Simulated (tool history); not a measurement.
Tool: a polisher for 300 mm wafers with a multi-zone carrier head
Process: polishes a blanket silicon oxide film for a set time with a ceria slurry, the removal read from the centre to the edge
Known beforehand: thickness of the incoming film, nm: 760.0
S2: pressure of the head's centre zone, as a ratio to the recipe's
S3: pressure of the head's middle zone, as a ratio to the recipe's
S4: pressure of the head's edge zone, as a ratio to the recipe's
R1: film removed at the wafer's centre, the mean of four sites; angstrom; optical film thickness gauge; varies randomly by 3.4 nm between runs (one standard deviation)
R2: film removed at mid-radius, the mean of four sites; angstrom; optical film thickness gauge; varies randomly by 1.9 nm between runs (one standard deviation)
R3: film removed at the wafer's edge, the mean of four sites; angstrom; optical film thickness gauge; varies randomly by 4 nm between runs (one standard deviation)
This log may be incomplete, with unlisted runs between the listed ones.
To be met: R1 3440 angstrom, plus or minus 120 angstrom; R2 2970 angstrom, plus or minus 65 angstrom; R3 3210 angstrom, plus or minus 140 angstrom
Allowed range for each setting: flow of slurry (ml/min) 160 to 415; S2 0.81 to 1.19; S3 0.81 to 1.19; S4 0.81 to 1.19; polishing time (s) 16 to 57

run 1 day=0 | flow_of_slurry_(ml/min)=265 S2=1 S3=1 S4=1 polishing_time_(s)=36 | R1=2284.1 R2=2298.5 R3=2333.1
run 2 day=0.167 | flow_of_slurry_(ml/min)=275 S2=1.04 S3=1.01 S4=1.04 polishing_time_(s)=38 | R1=2508.2 R2=2443.8 R3=2467.3
run 3 day=0.304 | flow_of_slurry_(ml/min)=275 S2=1.01 S3=1.01 S4=1.04 polishing_time_(s)=38 | R1=2456.1 R2=2426 R3=2498.5
run 4 day=0.488 | flow_of_slurry_(ml/min)=285 S2=1.04 S3=1.01 S4=1.07 polishing_time_(s)=40 | R1=2669.8 R2=2575.7 R3=2658.3
run 5 day=0.675 | flow_of_slurry_(ml/min)=285 S2=0.98 S3=1.01 S4=1.07 polishing_time_(s)=40 | R1=2530.1 R2=2567.9 R3=2656.1
run 6 day=0.808 | flow_of_slurry_(ml/min)=285 S2=0.95 S3=1.01 S4=1.07 polishing_time_(s)=40 | R1=2408.9 R2=2587.8 R3=2668.5
run 7 day=1.004 | flow_of_slurry_(ml/min)=285 S2=0.99 S3=1.01 S4=1.09 polishing_time_(s)=42 | R1=2694.6 R2=2703.4 R3=2730.8
run 8 day=1.354 | flow_of_slurry_(ml/min)=315 S2=1.01 S3=0.99 S4=1.1 polishing_time_(s)=43 | R1=2781.5 R2=2737.8 R3=2900.6
run 9 day=1.621 | flow_of_slurry_(ml/min)=325 S2=1.05 S3=0.99 S4=1.12 polishing_time_(s)=44 | R1=3011.2 R2=2831.3 R3=2990.5
run 10 day=1.867 | flow_of_slurry_(ml/min)=335 S2=1.07 S3=0.99 S4=1.13 polishing_time_(s)=45 | R1=3124.5 R2=2887.5 R3=3049.2
run 11 day=2.15 | flow_of_slurry_(ml/min)=335 S2=1.08 S3=0.99 S4=1.14 polishing_time_(s)=46 | R1=3306 R2=2937.6 R3=3206.3
run 12 day=2.404 | flow_of_slurry_(ml/min)=335 S2=1.09 S3=0.99 S4=1.14 polishing_time_(s)=46 | R1=3312 R2=2972.3 R3=3209.1
run 13 day=2.779 | flow_of_slurry_(ml/min)=335 S2=1.1 S3=0.99 S4=1.14 polishing_time_(s)=46 | R1=3283.5 R2=2975 R3=3178.1

Exactly one of the 4 candidate moves below puts every result within its allowed miss. Which one?
run A day=3.154 | flow_of_slurry_(ml/min)=345 S2=1.04 S3=0.99 S4=1.14 polishing_time_(s)=46 | R1=? R2=? R3=?
run B day=3.154 | flow_of_slurry_(ml/min)=365 S2=1.19 S3=0.93 S4=1.1 polishing_time_(s)=46 | R1=? R2=? R3=?
run C day=3.154 | flow_of_slurry_(ml/min)=400 S2=1.08 S3=0.92 S4=1.04 polishing_time_(s)=48 | R1=? R2=? R3=?
run D day=3.154 | flow_of_slurry_(ml/min)=340 S2=1.04 S3=1.01 S4=1.19 polishing_time_(s)=47 | R1=? R2=? R3=?

move=A R1=3200.7 R2=2965.1 R3=3203.5
move=B R1=3683.3 R2=2824.9 R3=3167.1
move=C R1=3512.9 R2=2944.1 R3=3243.8
move=D R1=3266.2 R2=3077.1 R3=3333.3
A: its largest miss is bigger than the last run's
B: takes the result that was furthest off past its target
C: all results in spec
D: its largest miss is bigger than the last run's
So the answer is move C, the one that meets all the targets.
